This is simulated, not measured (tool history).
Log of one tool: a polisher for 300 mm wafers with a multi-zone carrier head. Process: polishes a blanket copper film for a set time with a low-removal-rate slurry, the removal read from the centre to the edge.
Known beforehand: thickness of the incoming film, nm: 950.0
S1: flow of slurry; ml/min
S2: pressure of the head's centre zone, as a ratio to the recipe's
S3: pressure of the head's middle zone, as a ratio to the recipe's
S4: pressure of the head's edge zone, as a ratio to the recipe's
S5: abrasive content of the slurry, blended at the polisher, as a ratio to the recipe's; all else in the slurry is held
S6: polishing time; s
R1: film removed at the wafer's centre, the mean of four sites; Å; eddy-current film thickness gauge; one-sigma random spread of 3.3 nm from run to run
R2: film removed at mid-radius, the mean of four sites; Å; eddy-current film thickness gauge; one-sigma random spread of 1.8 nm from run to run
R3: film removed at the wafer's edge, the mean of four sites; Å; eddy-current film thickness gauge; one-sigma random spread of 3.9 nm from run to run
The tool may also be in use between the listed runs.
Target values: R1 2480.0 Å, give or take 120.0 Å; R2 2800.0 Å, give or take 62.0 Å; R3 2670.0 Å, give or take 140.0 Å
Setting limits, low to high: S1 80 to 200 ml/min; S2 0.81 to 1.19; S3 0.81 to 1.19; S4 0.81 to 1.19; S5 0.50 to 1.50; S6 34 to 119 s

run 1 day=0.000 | S1=130 S2=1.00 S3=1.00 S4=1.00 S5=1.00 S6=76 | R1=1865.9 R2=1843.5 R3=1772.8
run 2 day=0.217 | S1=130 S2=1.00 S3=1.04 S4=1.00 S5=1.00 S6=76 | R1=1816.7 R2=1891.2 R3=1803.5
run 3 day=0.475 | S1=145 S2=1.02 S3=1.08 S4=1.05 S5=1.15 S6=79 | R1=2075.8 R2=2158.9 R3=1945.8
run 4 day=0.554 | S1=145 S2=1.02 S3=1.08 S4=0.99 S5=1.15 S6=79 | R1=2075.1 R2=2149.3 R3=1899.9
run 5 day=0.683 | S1=140 S2=0.99 S3=1.07 S4=1.05 S5=1.25 S6=84 | R1=2087.6 R2=2307.9 R3=2167.7
run 6 day=0.933 | S1=140 S2=0.99 S3=1.15 S4=1.05 S5=1.25 S6=84 | R1=2131.0 R2=2451.7 R3=2129.1
run 7 day=1.200 | S1=140 S2=0.99 S3=1.15 S4=1.05 S5=1.25 S6=84 | R1=2167.2 R2=2451.7 R3=2217.5
run 8 day=1.400 | S1=140 S2=1.00 S3=1.16 S4=1.09 S5=1.35 S6=86 | R1=2265.4 R2=2582.3 R3=2366.4

Exactly one of the 5 candidate moves below puts every result within its allowed miss. Which one?
run A day=1.600 | S1=130 S2=0.96 S3=1.09 S4=1.08 S5=1.20 S6=103 | R1=? R2=? R3=?
run B day=1.600 | S1=90 S2=0.95 S3=1.02 S4=1.19 S5=1.50 S6=97 | R1=? R2=? R3=?
run C day=1.600 | S1=190 S2=0.85 S3=1.19 S4=0.89 S5=1.35 S6=91 | R1=? R2=? R3=?
run D day=1.600 | S1=150 S2=1.03 S3=1.19 S4=1.10 S5=1.25 S6=92 | R1=? R2=? R3=?
run E day=1.600 | S1=165 S2=1.06 S3=1.12 S4=1.05 S5=1.50 S6=96 | R1=? R2=? R3=?

move=A R1=2510.4 R2=2817.3 R3=2684.7
move=B R1=2243.8 R2=2436.9 R3=2654.9
move=C R1=2175.9 R2=2952.4 R3=2330.0
move=D R1=2508.9 R2=2815.3 R3=2488.8
move=E R1=2871.5 R2=2965.6 R3=2689.4
A: every result lands within tolerance
B: moves away from the targets compared with the last run
C: takes the result that was furthest off past its target
D: brings the result that was furthest off to its target, and leaves another outside
E: takes the result that was furthest off past its target
A is the move that brings every result within its allowed miss.
